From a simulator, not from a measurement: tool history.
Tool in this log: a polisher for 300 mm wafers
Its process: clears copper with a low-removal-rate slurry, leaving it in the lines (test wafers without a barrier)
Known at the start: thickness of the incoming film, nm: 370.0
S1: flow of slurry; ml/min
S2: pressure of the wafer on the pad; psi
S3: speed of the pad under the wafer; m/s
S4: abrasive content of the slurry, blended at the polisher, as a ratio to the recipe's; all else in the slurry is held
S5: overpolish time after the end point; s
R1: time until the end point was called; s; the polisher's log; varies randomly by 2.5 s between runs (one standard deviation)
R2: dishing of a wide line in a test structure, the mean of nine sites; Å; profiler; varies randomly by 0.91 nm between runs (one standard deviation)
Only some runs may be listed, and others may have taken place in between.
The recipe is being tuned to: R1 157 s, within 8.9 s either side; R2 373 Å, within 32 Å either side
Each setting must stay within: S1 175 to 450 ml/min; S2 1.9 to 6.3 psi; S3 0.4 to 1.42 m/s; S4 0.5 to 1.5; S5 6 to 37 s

run,hour,S1,S2,S3,S4,S5,R1,R2
1,0,290,4.1,0.9,1,19,124.89,400.98
2,2.6,290,4.1,0.9,1,23,126.11,473.43
3,9.8,290,4.1,0.9,1.2,23,122.12,480.99
4,13.8,290,4.1,0.9,1.4,23,109.76,509.28
5,15.1,290,4.1,0.9,1.2,23,120.15,486.85
# hour 18: worn pad replaced by a new one
6,18,290,4.1,0.9,1.2,15,110.21,372.19
7,23,290,4,0.9,1.2,16,110.51,392.57
8,29.3,290,3.9,0.9,1.2,17,112.79,401.93
9,31.9,290,3.7,0.9,1.2,18,115.61,404.05
10,32.8,290,3.6,0.88,1.2,19,126.8,402.22
11,40.8,290,3.5,0.88,1.2,19,129.33,392.69
12,42.5,290,2.6,0.86,1.2,22,175.63,333.62
13,43.1,290,2.7,0.86,1.2,22,170.04,352.74

Consider the 4 candidate settings below. Which is the only one whose results all fall within their allowed miss of target?
A,43.7,290,3.2,0.82,1.05,26,?,?
B,43.7,260,3.2,0.9,1.3,26,?,?
C,43.7,220,2.8,0.9,1.3,17,?,?
D,43.7,230,3,0.86,1.15,22,?,?

move,R1,R2
A,160.49,450.9
B,138.45,511.86
C,159.3,309.38
D,161.17,386.86
A: corrects the largest miss of the last run, while another result sits out of spec
B: moves the result that the last run missed by most past its target, out the other side
C: corrects the largest miss of the last run, while another result sits out of spec
D: every result within its allowed miss
So the answer is move D, the one that meets all the targets.
